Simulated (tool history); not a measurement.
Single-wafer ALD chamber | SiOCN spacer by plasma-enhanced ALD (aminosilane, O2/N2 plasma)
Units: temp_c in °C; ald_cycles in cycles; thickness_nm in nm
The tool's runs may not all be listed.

run    day  temp_c  ald_cycles  thickness_nm
  1  0.000     395          84        5.5736
  2  0.167     395          78        5.1860
  3  0.454     395          74        4.9283
  4  0.804     395          67        4.4670
  5  1.079     395          74        4.9219
  6  1.196     395          71        4.6593
  7  1.446     395          70        4.6927

Forecast run 8:
  8  1.483     395          61             ?

thickness_nm: 4.0157 nm
